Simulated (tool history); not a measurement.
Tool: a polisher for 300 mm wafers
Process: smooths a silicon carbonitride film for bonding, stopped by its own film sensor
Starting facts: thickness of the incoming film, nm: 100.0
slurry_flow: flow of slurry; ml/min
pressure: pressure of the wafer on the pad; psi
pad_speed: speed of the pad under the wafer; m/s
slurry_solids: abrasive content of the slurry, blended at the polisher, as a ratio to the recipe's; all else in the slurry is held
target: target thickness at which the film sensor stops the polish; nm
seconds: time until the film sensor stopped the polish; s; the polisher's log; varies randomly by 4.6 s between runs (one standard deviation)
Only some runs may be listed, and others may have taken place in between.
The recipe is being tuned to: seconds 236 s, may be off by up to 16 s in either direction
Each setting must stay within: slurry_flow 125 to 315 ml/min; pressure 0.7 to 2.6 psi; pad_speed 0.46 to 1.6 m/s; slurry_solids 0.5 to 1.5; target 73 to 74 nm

| run | hour | slurry_flow | pressure | pad_speed | slurry_solids | target | seconds |
|---|---|---|---|---|---|---|---|
| 1 | 0 | 205 | 1.6 | 1.02 | 1 | 74 | 122.62 |
| 2 | 1.4 | 205 | 1.4 | 0.98 | 1 | 74 | 139.48 |
| 3 | 2.9 | 205 | 1.2 | 0.98 | 1 | 74 | 165.26 |
| 4 | 9.5 | 205 | 1.2 | 0.8 | 1 | 74 | 194.66 |
| 5 | 14.9 | 205 | 1.5 | 0.8 | 1 | 74 | 166.77 |
| 6 | 23.2 | 205 | 1.3 | 0.78 | 1 | 74 | 182.57 |
| 7 | 27.1 | 205 | 1.3 | 0.78 | 1 | 74 | 181.38 |
| 8 | 29.4 | 205 | 1.2 | 0.76 | 1 | 74 | 197.44 |
| 9 | 32.7 | 205 | 1.1 | 0.76 | 1 | 74 | 215.89 |
| 10 | 36.4 | 205 | 1.1 | 0.76 | 1 | 74 | 212.07 |

Of the 4 settings listed for the next run, only one would bring every result within its allowed miss of target. Which one?
| A | 40.1 | 125 | 0.7 | 0.98 | 1.1 | 73 | ? |
| B | 40.1 | 240 | 0.9 | 0.62 | 1.2 | 73 | ? |
| C | 40.1 | 150 | 1.3 | 0.68 | 0.95 | 73 | ? |
| D | 40.1 | 235 | 0.8 | 0.8 | 0.9 | 74 | ? |

| move | seconds |
|---|---|
| A | 265.05 |
| B | 278.52 |
| C | 228.28 |
| D | 273.98 |
A: takes the biggest miss from the last run beyond its target
B: takes the biggest miss from the last run beyond its target
C: every result lands within tolerance
D: takes the biggest miss from the last run beyond its target
Go with C: it meets all targets.
